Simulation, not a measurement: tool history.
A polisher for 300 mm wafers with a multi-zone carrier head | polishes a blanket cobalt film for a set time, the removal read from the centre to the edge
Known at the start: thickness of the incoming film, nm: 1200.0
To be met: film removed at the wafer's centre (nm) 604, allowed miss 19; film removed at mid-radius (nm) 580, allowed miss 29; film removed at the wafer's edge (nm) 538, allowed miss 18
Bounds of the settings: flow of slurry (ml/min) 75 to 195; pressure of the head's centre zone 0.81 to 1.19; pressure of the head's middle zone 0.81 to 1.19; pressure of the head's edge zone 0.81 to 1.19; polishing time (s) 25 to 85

run	day	flow of slurry (ml/min)	pressure of the head's centre zone	pressure of the head's middle zone	pressure of the head's edge zone	polishing time (s)	film removed at the wafer's centre (nm)	film removed at mid-radius (nm)	film removed at the wafer's edge (nm)
1	0	125	1	1	1	55	355.26	364.12	366.94
2	0.038	100	1	1	1	55	340.48	353.01	355.01
3	0.154	100	1	1	1	68	427.78	434.85	448.47
4	0.2	120	1.04	1.04	1.02	69	451.76	467.9	457.45
5	0.471	120	0.98	1.04	1.02	69	428.59	476.23	454.49
6	0.85	135	1.03	1.05	1.01	71	472.59	507.71	483.06
7	1.179	145	1.07	1.06	1	72	509.05	507.67	482.63
8	1.358	155	1.09	1.07	1.01	73	529.01	523.73	490.45

Which of these 4 next moves meets every target?
A	1.538	115	1.02	0.93	1.11	77	?	?	?
B	1.538	140	1.09	1.02	1.06	84	?	?	?
C	1.538	165	1.18	1.16	1.11	76	?	?	?
D	1.538	150	1.09	1.12	0.9	84	?	?	?

move	film removed at the wafer's centre (nm)	film removed at mid-radius (nm)	film removed at the wafer's edge (nm)
A	497.23	474.99	528.78
B	598.21	570.59	575.09
C	601.21	582.52	538.69
D	604.82	619.12	538.99
A: further off than the last run
B: brings the result that was furthest off to its target, and leaves another outside
C: meets every target
D: brings the result that was furthest off to its target, and leaves another outside
Move C is the one to make.
